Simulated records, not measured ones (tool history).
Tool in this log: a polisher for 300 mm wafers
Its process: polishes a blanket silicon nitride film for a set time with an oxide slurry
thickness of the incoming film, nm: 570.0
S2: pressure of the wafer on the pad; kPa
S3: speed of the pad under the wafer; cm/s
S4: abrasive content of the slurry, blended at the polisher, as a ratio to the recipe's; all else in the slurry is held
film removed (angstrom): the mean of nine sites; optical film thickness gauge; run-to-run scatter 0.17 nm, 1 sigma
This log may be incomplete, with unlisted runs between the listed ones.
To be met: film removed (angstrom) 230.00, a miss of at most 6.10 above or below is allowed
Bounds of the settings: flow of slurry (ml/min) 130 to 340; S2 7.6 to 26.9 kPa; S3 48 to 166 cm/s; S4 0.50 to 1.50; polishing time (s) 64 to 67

run 1 hour=0.0 | flow_of_slurry_(ml/min)=220 S2=17.2 S3=106 S4=1.00 polishing_time_(s)=64 | film_removed_(angstrom)=298.78
run 2 hour=5.7 | flow_of_slurry_(ml/min)=220 S2=17.2 S3=106 S4=1.15 polishing_time_(s)=64 | film_removed_(angstrom)=324.83
run 3 hour=12.1 | flow_of_slurry_(ml/min)=215 S2=15.9 S3=106 S4=1.15 polishing_time_(s)=64 | film_removed_(angstrom)=299.54
run 4 hour=18.1 | flow_of_slurry_(ml/min)=215 S2=20.0 S3=106 S4=1.15 polishing_time_(s)=64 | film_removed_(angstrom)=374.58
run 5 hour=24.9 | flow_of_slurry_(ml/min)=210 S2=17.9 S3=106 S4=1.15 polishing_time_(s)=64 | film_removed_(angstrom)=329.98
run 6 hour=26.5 | flow_of_slurry_(ml/min)=210 S2=17.9 S3=106 S4=1.15 polishing_time_(s)=64 | film_removed_(angstrom)=338.46
run 7 hour=35.3 | flow_of_slurry_(ml/min)=210 S2=15.9 S3=106 S4=1.15 polishing_time_(s)=64 | film_removed_(angstrom)=298.15
run 8 hour=36.9 | flow_of_slurry_(ml/min)=195 S2=11.0 S3=106 S4=1.15 polishing_time_(s)=64 | film_removed_(angstrom)=216.23
run 9 hour=41.1 | flow_of_slurry_(ml/min)=205 S2=11.0 S3=106 S4=1.15 polishing_time_(s)=64 | film_removed_(angstrom)=217.77
run 10 hour=47.7 | flow_of_slurry_(ml/min)=205 S2=11.0 S3=106 S4=1.15 polishing_time_(s)=64 | film_removed_(angstrom)=217.52
run 11 hour=50.4 | flow_of_slurry_(ml/min)=210 S2=11.0 S3=106 S4=1.15 polishing_time_(s)=64 | film_removed_(angstrom)=216.57

5 candidate next runs follow, results not yet known. Just one meets every target within its allowed miss. Identify it.
run A hour=53.1 | flow_of_slurry_(ml/min)=225 S2=11.0 S3=110 S4=1.15 polishing_time_(s)=65 | film_removed_(angstrom)=?
run B hour=53.1 | flow_of_slurry_(ml/min)=220 S2=11.7 S3=108 S4=1.15 polishing_time_(s)=66 | film_removed_(angstrom)=?
run C hour=53.1 | flow_of_slurry_(ml/min)=205 S2=11.7 S3=106 S4=1.25 polishing_time_(s)=65 | film_removed_(angstrom)=?
run D hour=53.1 | flow_of_slurry_(ml/min)=250 S2=14.5 S3=112 S4=0.80 polishing_time_(s)=67 | film_removed_(angstrom)=?
run E hour=53.1 | flow_of_slurry_(ml/min)=200 S2=12.4 S3=116 S4=1.05 polishing_time_(s)=65 | film_removed_(angstrom)=?

move=A film_removed_(angstrom)=225.97
move=B film_removed_(angstrom)=237.98
move=C film_removed_(angstrom)=239.45
move=D film_removed_(angstrom)=238.14
move=E film_removed_(angstrom)=243.56
A: meets every target
B: takes the biggest miss from the last run beyond its target
C: takes the biggest miss from the last run beyond its target
D: takes the biggest miss from the last run beyond its target
E: takes the biggest miss from the last run beyond its target
The right move is A.
